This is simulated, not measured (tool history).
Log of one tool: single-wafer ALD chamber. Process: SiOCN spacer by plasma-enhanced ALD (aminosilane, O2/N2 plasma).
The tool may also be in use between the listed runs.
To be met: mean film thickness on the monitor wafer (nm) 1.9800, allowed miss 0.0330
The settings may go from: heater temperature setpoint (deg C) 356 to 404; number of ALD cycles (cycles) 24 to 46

run  hour  heater temperature setpoint (deg C)  number of ALD cycles (cycles)  mean film thickness on the monitor wafer (nm)
  1   0.0                                  380                             35                                         2.2933
  2   2.9                                  374                             35                                         2.3226
  3  10.2                                  375                             34                                         2.2180
  4  14.6                                  375                             37                                         2.4369
  5  18.6                                  375                             33                                         2.1773
  6  21.3                                  375                             38                                         2.5262
  7  30.1                                  375                             36                                         2.3698
  8  37.8                                  375                             35                                         2.3212
  9  44.5                                  376                             34                                         2.2550
 10  45.4                                  376                             33                                         2.1745
 11  50.9                                  376                             32                                         2.1066

Which of these 4 next moves meets every target?
  A  56.4                                  364                             30                                              ?
  B  56.4                                  372                             29                                              ?
  C  56.4                                  363                             34                                              ?
  D  56.4                                  373                             31                                              ?

move  mean film thickness on the monitor wafer (nm)
   A                                         1.9884
   B                                         1.9221
   C                                         2.2535
   D                                         2.0547
A: meets every target
B: takes the result that was furthest off past its target
C: further off than the last run
D: nearer than the last run, and not there yet
Answer: A
